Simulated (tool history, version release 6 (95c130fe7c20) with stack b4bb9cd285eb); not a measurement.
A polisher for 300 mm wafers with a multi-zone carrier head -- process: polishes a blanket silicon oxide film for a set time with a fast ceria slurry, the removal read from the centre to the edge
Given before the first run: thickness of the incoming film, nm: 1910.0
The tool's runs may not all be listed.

run	hour	flow of slurry (ml/min)	pressure of the head's centre zone	pressure of the head's middle zone	pressure of the head's edge zone	polishing time (s)	film removed at the wafer's centre (angstrom)	film removed at mid-radius (angstrom)	film removed at the wafer's edge (angstrom)
1	0.0	125	1.00	1.00	1.00	38	5169.0	5182.0	5635.2
2	1.3	125	1.00	1.00	1.00	30	4033.7	4091.9	4349.7
3	8.4	130	0.98	1.00	1.03	30	4145.5	4132.0	4509.7
4	9.1	130	0.95	1.01	1.04	30	3915.6	4198.4	4467.7
# hour 16.2: slurry nozzle cleaned
5	16.2	130	0.95	1.01	1.11	30	4678.5	4749.1	5097.4
6	17.8	120	0.93	1.01	1.10	30	4486.0	4661.3	5020.3
7	21.1	120	0.92	1.00	1.09	30	4395.1	4731.6	5046.6
8	28.0	120	0.92	0.98	1.07	30	4475.8	4641.3	4996.5
9	36.9	120	0.92	0.99	1.06	30	4369.7	4638.0	4968.4

Run 10 has not been measured yet. What should we expect?
10	39.6	85	0.89	0.98	1.04	30	?	?	?

{"run 10": {"film removed at the wafer's centre (angstrom)": 3770.5, "film removed at mid-radius (angstrom)": 4235.7, "film removed at the wafer's edge (angstrom)": 4560.3}}
